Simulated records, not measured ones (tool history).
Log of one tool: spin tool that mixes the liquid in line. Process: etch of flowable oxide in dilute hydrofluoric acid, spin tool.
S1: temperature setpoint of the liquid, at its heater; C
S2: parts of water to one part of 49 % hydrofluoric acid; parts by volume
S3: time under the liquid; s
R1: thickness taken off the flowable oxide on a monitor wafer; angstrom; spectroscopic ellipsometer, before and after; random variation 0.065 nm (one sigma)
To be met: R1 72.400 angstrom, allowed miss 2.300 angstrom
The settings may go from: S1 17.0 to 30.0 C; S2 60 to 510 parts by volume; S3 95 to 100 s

run 1 day=0.000 | S1=22.0 S2=285 S3=95 | R1=108.900
run 2 day=0.029 | S1=22.0 S2=285 S3=100 | R1=113.490
run 3 day=0.138 | S1=20.0 S2=285 S3=100 | R1=104.500
run 4 day=0.483 | S1=20.0 S2=205 S3=100 | R1=156.480
run 5 day=0.633 | S1=19.0 S2=240 S3=100 | R1=125.150
run 6 day=0.933 | S1=19.0 S2=160 S3=100 | R1=201.980
run 7 day=1.038 | S1=19.0 S2=160 S3=100 | R1=202.530
run 8 day=1.254 | S1=18.5 S2=205 S3=100 | R1=147.820
run 9 day=1.525 | S1=18.0 S2=235 S3=100 | R1=123.120
run 10 day=1.750 | S1=17.5 S2=260 S3=100 | R1=107.170
run 11 day=1.871 | S1=17.5 S2=280 S3=100 | R1=96.773
run 12 day=2.008 | S1=17.5 S2=295 S3=100 | R1=90.391

5 next moves are on the table. One of them brings every result within its allowed miss. Which?
run A day=2.146 | S1=19.5 S2=345 S3=95 | R1=?
run B day=2.146 | S1=22.0 S2=375 S3=100 | R1=?
run C day=2.146 | S1=17.0 S2=335 S3=95 | R1=?
run D day=2.146 | S1=17.0 S2=320 S3=95 | R1=?
run E day=2.146 | S1=17.5 S2=325 S3=95 | R1=?

move=A R1=75.892
move=B R1=78.170
move=C R1=71.927
move=D R1=76.227
move=E R1=76.154
A: nearer than the last run, and not there yet
B: nearer than the last run, and not there yet
C: meets every target
D: nearer than the last run, and not there yet
E: nearer than the last run, and not there yet
Move C is the one to make.

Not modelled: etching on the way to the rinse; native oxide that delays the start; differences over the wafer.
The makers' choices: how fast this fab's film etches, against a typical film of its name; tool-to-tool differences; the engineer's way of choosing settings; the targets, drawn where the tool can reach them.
